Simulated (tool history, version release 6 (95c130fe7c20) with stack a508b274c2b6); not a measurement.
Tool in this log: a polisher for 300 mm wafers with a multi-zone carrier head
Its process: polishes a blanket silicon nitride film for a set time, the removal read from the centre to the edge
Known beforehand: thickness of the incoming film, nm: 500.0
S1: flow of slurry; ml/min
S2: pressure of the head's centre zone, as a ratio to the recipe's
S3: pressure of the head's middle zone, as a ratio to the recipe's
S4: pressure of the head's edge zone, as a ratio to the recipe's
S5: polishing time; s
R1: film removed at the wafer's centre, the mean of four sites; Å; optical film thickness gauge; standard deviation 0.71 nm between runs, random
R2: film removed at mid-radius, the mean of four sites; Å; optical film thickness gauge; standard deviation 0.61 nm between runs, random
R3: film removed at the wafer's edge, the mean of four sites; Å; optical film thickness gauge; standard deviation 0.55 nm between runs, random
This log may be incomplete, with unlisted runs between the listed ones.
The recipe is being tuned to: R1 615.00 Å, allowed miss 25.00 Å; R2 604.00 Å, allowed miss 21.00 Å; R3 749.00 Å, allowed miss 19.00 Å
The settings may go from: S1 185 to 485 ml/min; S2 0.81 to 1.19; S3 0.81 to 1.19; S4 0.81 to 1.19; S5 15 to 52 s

| run | hour | S1 | S2 | S3 | S4 | S5 | R1 | R2 | R3 |
|---|---|---|---|---|---|---|---|---|---|
| 1 | 0.0 | 310 | 1.00 | 1.00 | 1.00 | 33 | 939.20 | 926.14 | 961.55 |
| 2 | 1.7 | 235 | 1.00 | 1.00 | 1.00 | 33 | 915.31 | 898.12 | 933.90 |
| 3 | 10.2 | 225 | 0.96 | 0.95 | 1.01 | 31 | 820.71 | 825.81 | 887.33 |
| 4 | 17.4 | 225 | 0.96 | 0.95 | 1.09 | 31 | 817.56 | 836.95 | 925.36 |
| 5 | 21.3 | 225 | 0.96 | 0.95 | 1.09 | 36 | 959.81 | 970.05 | 1077.00 |
| 6 | 23.8 | 220 | 0.95 | 0.91 | 1.10 | 32 | 833.26 | 815.29 | 951.14 |
| 7 | 30.4 | 220 | 0.93 | 0.89 | 1.09 | 30 | 765.26 | 741.34 | 898.60 |
| 8 | 31.0 | 215 | 0.91 | 0.88 | 1.05 | 29 | 734.86 | 725.13 | 843.42 |
| 9 | 40.0 | 220 | 0.90 | 0.86 | 1.06 | 28 | 674.56 | 680.68 | 813.93 |

Next run, 4 choices. One meets every target within its allowed miss, the rest don't. Which?
| A | 49.0 | 245 | 0.94 | 0.97 | 0.96 | 30 | ? | ? | ? |
| B | 49.0 | 185 | 0.87 | 0.82 | 1.03 | 26 | ? | ? | ? |
| C | 49.0 | 190 | 0.90 | 0.81 | 1.10 | 29 | ? | ? | ? |
| D | 49.0 | 185 | 0.93 | 0.92 | 1.09 | 30 | ? | ? | ? |

| move | R1 | R2 | R3 |
|---|---|---|---|
| A | 777.65 | 812.00 | 851.77 |
| B | 609.19 | 600.52 | 753.21 |
| C | 704.57 | 664.24 | 868.75 |
| D | 752.35 | 761.58 | 892.07 |
A: further off than the last run
B: each result inside its tolerance
C: further off than the last run
D: further off than the last run
B meets every target.
